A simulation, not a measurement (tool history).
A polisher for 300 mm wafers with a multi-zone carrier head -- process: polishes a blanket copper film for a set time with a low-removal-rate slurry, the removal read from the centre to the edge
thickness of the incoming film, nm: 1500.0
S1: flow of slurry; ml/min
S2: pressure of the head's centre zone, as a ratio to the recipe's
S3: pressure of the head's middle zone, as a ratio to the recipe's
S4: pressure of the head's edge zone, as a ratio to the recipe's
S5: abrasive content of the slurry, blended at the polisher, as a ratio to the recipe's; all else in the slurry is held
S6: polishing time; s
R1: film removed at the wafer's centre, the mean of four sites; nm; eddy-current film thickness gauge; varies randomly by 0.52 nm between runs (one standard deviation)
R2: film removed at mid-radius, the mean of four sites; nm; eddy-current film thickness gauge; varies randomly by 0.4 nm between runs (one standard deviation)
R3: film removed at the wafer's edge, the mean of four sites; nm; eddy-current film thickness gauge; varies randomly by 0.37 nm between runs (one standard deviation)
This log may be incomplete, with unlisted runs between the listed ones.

Run 1, hour 0: S1 135 ml/min, S2 1, S3 1, S4 1, S5 1, S6 47 s. Result: R1 81.702 nm, R2 80.94 nm, R3 82.103 nm.
Run 2, hour 4.9: S1 135 ml/min, S2 1, S3 1, S4 0.92, S5 1, S6 47 s. Result: R1 83.215 nm, R2 81.776 nm, R3 79.584 nm.
Run 3, hour 8.3: S1 135 ml/min, S2 1.04, S3 1, S4 0.92, S5 1, S6 47 s. Result: R1 85.658 nm, R2 82.321 nm, R3 78.681 nm.
Run 4, hour 15.5: S1 135 ml/min, S2 1.09, S3 1, S4 0.92, S5 1, S6 47 s. Result: R1 90.546 nm, R2 80.911 nm, R3 78.864 nm.
Run 5, hour 20.8: S1 125 ml/min, S2 1.03, S3 0.97, S4 0.93, S5 0.9, S6 44 s. Result: R1 77.154 nm, R2 71.699 nm, R3 72.314 nm.
Run 6, hour 29.2: S1 125 ml/min, S2 1.03, S3 1.02, S4 0.93, S5 0.9, S6 44 s. Result: R1 77.69 nm, R2 74.518 nm, R3 71.781 nm.
Run 7, hour 36.5: S1 115 ml/min, S2 0.98, S3 1, S4 0.95, S5 0.8, S6 41 s. Result: R1 65.416 nm, R2 65.951 nm, R3 64.56 nm.
Run 8, hour 37.2: S1 105 ml/min, S2 0.94, S3 0.97, S4 0.97, S5 0.7, S6 40 s. Result: R1 58.329 nm, R2 58.942 nm, R3 61.82 nm.
Run 9, hour 40.2: S1 80 ml/min, S2 0.84, S3 0.91, S4 0.93, S5 0.5, S6 36 s. Result: R1 41.364 nm, R2 45.966 nm, R3 48.909 nm.
Run 10, hour 42.9: S1 85 ml/min, S2 0.84, S3 0.91, S4 0.95, S5 0.5, S6 36 s. Result: R1 41.307 nm, R2 45.894 nm, R3 49.49 nm.
Run 11, hour 51.5: S1 90 ml/min, S2 0.84, S3 0.91, S4 0.97, S5 0.5, S6 36 s. Result: R1 41.742 nm, R2 45.601 nm, R3 50.508 nm.

The next listed run, before its measurement:
Run 12, hour 59.4: S1 110 ml/min, S2 0.83, S3 0.91, S4 1.01, S5 0.55, S6 36 s. Result: R1 ?, R2 ?, R3 ?.

{"run 12": {"R1": 44.111, "R2": 48.732, "R3": 54.394}}
